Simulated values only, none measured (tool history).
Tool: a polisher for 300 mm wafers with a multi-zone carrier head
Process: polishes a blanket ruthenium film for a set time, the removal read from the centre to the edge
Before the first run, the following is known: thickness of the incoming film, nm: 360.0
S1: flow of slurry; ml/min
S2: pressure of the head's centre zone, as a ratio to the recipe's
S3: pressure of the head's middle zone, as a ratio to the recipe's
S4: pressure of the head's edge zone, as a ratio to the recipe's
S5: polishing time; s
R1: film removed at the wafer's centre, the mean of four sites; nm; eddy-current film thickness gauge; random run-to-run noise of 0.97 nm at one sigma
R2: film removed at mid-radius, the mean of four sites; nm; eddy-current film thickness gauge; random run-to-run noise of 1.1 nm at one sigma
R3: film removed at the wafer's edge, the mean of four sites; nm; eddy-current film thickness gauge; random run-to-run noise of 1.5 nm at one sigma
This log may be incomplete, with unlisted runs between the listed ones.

Run 1, hour 0: S1 140 ml/min, S2 1, S3 1, S4 1, S5 68 s. Result: R1 102.11 nm, R2 97.481 nm, R3 96.26 nm.
Run 2, hour 3.7: S1 105 ml/min, S2 1, S3 1, S4 1, S5 68 s. Result: R1 92.309 nm, R2 90.956 nm, R3 95.118 nm.
Run 3, hour 8.6: S1 85 ml/min, S2 1, S3 1, S4 1, S5 68 s. Result: R1 86.593 nm, R2 86.766 nm, R3 89.067 nm.
Run 4, hour 16.7: S1 105 ml/min, S2 1, S3 1, S4 1.02, S5 68 s. Result: R1 93.889 nm, R2 91.161 nm, R3 92.104 nm.
Run 5, hour 23.4: S1 120 ml/min, S2 0.99, S3 0.99, S4 1.01, S5 70 s. Result: R1 99.684 nm, R2 96.629 nm, R3 98.091 nm.
Run 6, hour 25.8: S1 130 ml/min, S2 0.98, S3 0.98, S4 1.03, S5 71 s. Result: R1 101.51 nm, R2 99.801 nm, R3 100.59 nm.
Run 7, hour 32.1: S1 140 ml/min, S2 0.98, S3 0.96, S4 1.04, S5 72 s. Result: R1 106.94 nm, R2 99.239 nm, R3 104.41 nm.
Run 8, hour 37.7: S1 150 ml/min, S2 0.98, S3 0.96, S4 1.05, S5 72 s. Result: R1 106.57 nm, R2 101.9 nm, R3 102.99 nm.
Run 9, hour 42.5: S1 155 ml/min, S2 0.98, S3 0.95, S4 1.05, S5 73 s. Result: R1 109.16 nm, R2 102.29 nm, R3 106.33 nm.
Run 10, hour 48.5: S1 195 ml/min, S2 1.01, S3 0.98, S4 1.1, S5 74 s. Result: R1 117.38 nm, R2 109.19 nm, R3 116.83 nm.

What will run 11 give?
Run 11, hour 51: S1 200 ml/min, S2 1.01, S3 0.98, S4 1.09, S5 74 s. Result: R1 ?, R2 ?, R3 ?.

{"run 11": {"R1": 119.14, "R2": 109.37, "R3": 117.69}}
